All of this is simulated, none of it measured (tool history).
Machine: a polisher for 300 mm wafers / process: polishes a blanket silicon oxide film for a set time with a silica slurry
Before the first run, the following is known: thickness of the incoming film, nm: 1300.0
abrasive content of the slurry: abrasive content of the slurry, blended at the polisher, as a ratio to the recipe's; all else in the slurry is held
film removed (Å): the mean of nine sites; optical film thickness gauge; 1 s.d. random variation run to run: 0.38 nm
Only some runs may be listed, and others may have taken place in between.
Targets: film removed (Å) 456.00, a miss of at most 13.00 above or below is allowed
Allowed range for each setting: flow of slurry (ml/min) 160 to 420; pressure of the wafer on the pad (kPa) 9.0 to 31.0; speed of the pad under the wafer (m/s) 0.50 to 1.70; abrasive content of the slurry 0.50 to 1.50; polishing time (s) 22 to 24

| run | hour | flow of slurry (ml/min) | pressure of the wafer on the pad (kPa) | speed of the pad under the wafer (m/s) | abrasive content of the slurry | polishing time (s) | film removed (Å) |
|---|---|---|---|---|---|---|---|
| 1 | 0.0 | 270 | 20.0 | 1.10 | 1.00 | 24 | 596.25 |
| 2 | 3.5 | 270 | 19.3 | 1.10 | 1.00 | 24 | 575.59 |
| 3 | 8.7 | 270 | 18.6 | 1.10 | 1.00 | 24 | 555.59 |
| 4 | 10.4 | 270 | 18.6 | 1.24 | 1.00 | 24 | 603.15 |
| 5 | 14.6 | 270 | 18.6 | 1.12 | 1.00 | 24 | 567.42 |
| 6 | 16.5 | 270 | 18.6 | 1.28 | 1.00 | 24 | 618.10 |
| 7 | 24.0 | 270 | 17.9 | 1.28 | 1.00 | 24 | 589.72 |
| 8 | 29.3 | 270 | 17.2 | 1.28 | 1.00 | 24 | 575.00 |
| 9 | 36.8 | 270 | 17.2 | 1.28 | 1.00 | 24 | 569.84 |
| 10 | 38.9 | 270 | 16.5 | 1.28 | 1.00 | 24 | 553.42 |
| 11 | 44.7 | 270 | 16.5 | 1.28 | 1.00 | 24 | 555.59 |
| 12 | 52.0 | 270 | 15.9 | 1.28 | 1.00 | 24 | 537.92 |
| 13 | 55.6 | 270 | 15.2 | 1.28 | 1.00 | 24 | 518.69 |
| 14 | 64.4 | 270 | 14.5 | 1.28 | 1.00 | 24 | 493.37 |
| 15 | 66.0 | 265 | 13.8 | 1.28 | 1.00 | 24 | 484.16 |

Exactly one of the 5 candidate moves below puts every result within its allowed miss. Which one?
| A | 67.6 | 210 | 12.4 | 1.24 | 1.25 | 24 | ? |
| B | 67.6 | 210 | 17.2 | 1.34 | 0.85 | 22 | ? |
| C | 67.6 | 275 | 14.5 | 1.40 | 1.00 | 24 | ? |
| D | 67.6 | 285 | 15.2 | 1.20 | 1.00 | 24 | ? |
| E | 67.6 | 260 | 13.1 | 1.52 | 1.15 | 22 | ? |

| move | film removed (Å) |
|---|---|
| A | 458.28 |
| B | 489.57 |
| C | 530.17 |
| D | 496.87 |
| E | 501.00 |
A: each result inside its tolerance
B: further off than the last run
C: further off than the last run
D: further off than the last run
E: further off than the last run
A meets every target.
